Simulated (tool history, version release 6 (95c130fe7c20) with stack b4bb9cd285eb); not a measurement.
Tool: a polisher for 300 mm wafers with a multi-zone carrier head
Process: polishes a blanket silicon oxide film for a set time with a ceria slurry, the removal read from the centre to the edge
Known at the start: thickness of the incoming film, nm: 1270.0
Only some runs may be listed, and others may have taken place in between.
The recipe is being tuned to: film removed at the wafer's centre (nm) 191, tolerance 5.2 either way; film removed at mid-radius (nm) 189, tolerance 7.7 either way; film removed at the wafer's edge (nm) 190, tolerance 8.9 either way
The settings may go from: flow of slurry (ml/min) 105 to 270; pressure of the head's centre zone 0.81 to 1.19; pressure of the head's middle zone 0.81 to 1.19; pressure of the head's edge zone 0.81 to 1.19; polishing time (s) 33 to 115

run    day  flow of slurry (ml/min)  pressure of the head's centre zone  pressure of the head's middle zone  pressure of the head's edge zone  polishing time (s)  film removed at the wafer's centre (nm)  film removed at mid-radius (nm)  film removed at the wafer's edge (nm)
  1      0                      175                                   1                                   1                                 1                  73                                   290.38                           317.41                                 312.77
  2  0.329                      175                                0.94                                   1                                 1                  73                                   270.33                           311.19                                 308.39
  3  0.679                      175                                0.94                                   1                                 1                  91                                   335.76                           392.75                                 382.48
  4  0.825                      175                                0.95                                0.97                              0.95                  75                                   282.64                           311.19                                 307.09
  5  1.096                      175                                0.95                                1.02                              0.95                  75                                   282.18                           325.52                                 306.46
  6  1.308                      175                                0.95                                0.98                              0.91                  65                                   244.61                            274.9                                 265.21
  7  1.425                      175                                0.97                                0.95                              0.88                  58                                   222.63                           237.63                                  229.5
  8  1.767                      170                                0.97                                0.92                              0.86                  56                                   215.01                           227.87                                 220.19
  9  2.096                      165                                0.97                                0.89                              0.85                  54                                   205.98                           207.84                                 209.26
 10  2.221                      155                                0.97                                0.89                              0.84                  53                                   197.23                           202.73                                 202.98

4 candidate next runs follow, results not yet known. Just one meets every target within its allowed miss. Identify it.
  A  2.346                      105                                0.93                                0.91                              0.87                  60                                        ?                                ?                                      ?
  B  2.346                      190                                0.86                                0.89                              0.91                  53                                        ?                                ?                                      ?
  C  2.346                      155                                0.89                                0.94                              0.84                  53                                        ?                                ?                                      ?
  D  2.346                      190                                1.02                                0.91                               0.9                  47                                        ?                                ?                                      ?

move  film removed at the wafer's centre (nm)  film removed at mid-radius (nm)  film removed at the wafer's edge (nm)
   A                                   200.57                           217.25                                 222.61
   B                                   183.23                           208.23                                 215.54
   C                                   183.54                           211.52                                 203.28
   D                                   193.32                           187.95                                 190.12
A: moves away from the targets compared with the last run
B: moves away from the targets compared with the last run
C: moves away from the targets compared with the last run
D: in spec on every target
So the answer is move D, the one that meets all the targets.
